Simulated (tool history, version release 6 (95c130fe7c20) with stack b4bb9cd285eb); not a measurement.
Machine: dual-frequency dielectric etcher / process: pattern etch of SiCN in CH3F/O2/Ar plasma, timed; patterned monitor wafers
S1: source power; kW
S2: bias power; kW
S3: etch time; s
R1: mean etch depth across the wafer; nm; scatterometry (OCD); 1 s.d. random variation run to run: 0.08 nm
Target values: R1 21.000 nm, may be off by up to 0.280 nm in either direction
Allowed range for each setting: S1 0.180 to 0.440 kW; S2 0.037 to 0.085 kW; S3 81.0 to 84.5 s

{"run": 1, "hour": 0.0, "S1": 0.31, "S2": 0.061, "S3": 81.0, "R1": 25.352}
{"run": 2, "hour": 0.6, "S1": 0.31, "S2": 0.07, "S3": 81.0, "R1": 26.784}
{"run": 3, "hour": 7.5, "S1": 0.28, "S2": 0.067, "S3": 81.0, "R1": 25.174}
{"run": 4, "hour": 11.5, "S1": 0.26, "S2": 0.065, "S3": 81.0, "R1": 23.742}
{"run": 5, "hour": 18.7, "S1": 0.26, "S2": 0.065, "S3": 81.0, "R1": 23.541}
{"run": 6, "hour": 21.1, "S1": 0.25, "S2": 0.065, "S3": 81.0, "R1": 23.104}
{"run": 7, "hour": 27.6, "S1": 0.24, "S2": 0.065, "S3": 81.0, "R1": 22.78}
{"run": 8, "hour": 29.0, "S1": 0.23, "S2": 0.065, "S3": 81.0, "R1": 22.191}
{"run": 9, "hour": 36.5, "S1": 0.22, "S2": 0.065, "S3": 81.0, "R1": 21.604}

5 candidate next runs follow, results not yet known. Just one meets every target within its allowed miss. Identify it.
{"run": "A", "hour": 44.0, "S1": 0.19, "S2": 0.072, "S3": 82.0, "R1": "?"}
{"run": "B", "hour": 44.0, "S1": 0.24, "S2": 0.062, "S3": 81.5, "R1": "?"}
{"run": "C", "hour": 44.0, "S1": 0.21, "S2": 0.068, "S3": 84.0, "R1": "?"}
{"run": "D", "hour": 44.0, "S1": 0.22, "S2": 0.062, "S3": 83.0, "R1": "?"}
{"run": "E", "hour": 44.0, "S1": 0.22, "S2": 0.07, "S3": 81.0, "R1": "?"}

move=A R1=21.012
move=B R1=22.317
move=C R1=22.306
move=D R1=21.668
move=E R1=22.379
A: meets every target
B: its largest miss is bigger than the last run's
C: its largest miss is bigger than the last run's
D: its largest miss is bigger than the last run's
E: its largest miss is bigger than the last run's
So the answer is move A, the one that meets all the targets.
